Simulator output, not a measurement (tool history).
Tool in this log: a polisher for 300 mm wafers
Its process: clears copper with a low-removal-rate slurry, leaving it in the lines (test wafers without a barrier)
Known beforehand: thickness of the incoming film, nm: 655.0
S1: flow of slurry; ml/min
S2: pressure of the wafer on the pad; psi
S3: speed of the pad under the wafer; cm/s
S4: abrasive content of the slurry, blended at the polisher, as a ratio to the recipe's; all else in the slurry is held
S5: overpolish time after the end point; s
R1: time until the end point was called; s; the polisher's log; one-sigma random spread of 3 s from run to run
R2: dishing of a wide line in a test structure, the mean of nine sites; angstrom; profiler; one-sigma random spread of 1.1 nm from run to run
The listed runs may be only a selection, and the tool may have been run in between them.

{"run": 1, "hour": 0.0, "S1": 130, "S2": 3.9, "S3": 102, "S4": 1, "S5": 10, "R1": 216.51, "R2": 264.07}
{"run": 2, "hour": 6.1, "S1": 130, "S2": 3.9, "S3": 90, "S4": 1, "S5": 10, "R1": 241.5, "R2": 243.72}
{"run": 3, "hour": 12.6, "S1": 130, "S2": 4.2, "S3": 90, "S4": 1, "S5": 11, "R1": 223.97, "R2": 271.6}
{"run": 4, "hour": 14.4, "S1": 130, "S2": 4.2, "S3": 90, "S4": 1.1, "S5": 11, "R1": 227.91, "R2": 277.15}
{"run": 5, "hour": 16.9, "S1": 130, "S2": 4.2, "S3": 90, "S4": 1, "S5": 11, "R1": 226.34, "R2": 271.23}
{"run": 6, "hour": 21.9, "S1": 130, "S2": 4.4, "S3": 92, "S4": 1, "S5": 12, "R1": 215.19, "R2": 305.96}
{"run": 7, "hour": 30.4, "S1": 135, "S2": 4.5, "S3": 92, "S4": 1, "S5": 13, "R1": 208.73, "R2": 358.69}

Predict the results of run 8:
{"run": 8, "hour": 37.7, "S1": 140, "S2": 4.6, "S3": 92, "S4": 1, "S5": 13, "R1": "?", "R2": "?"}

Run 8 produced R1 199.71 s, R2 349.57 angstrom.
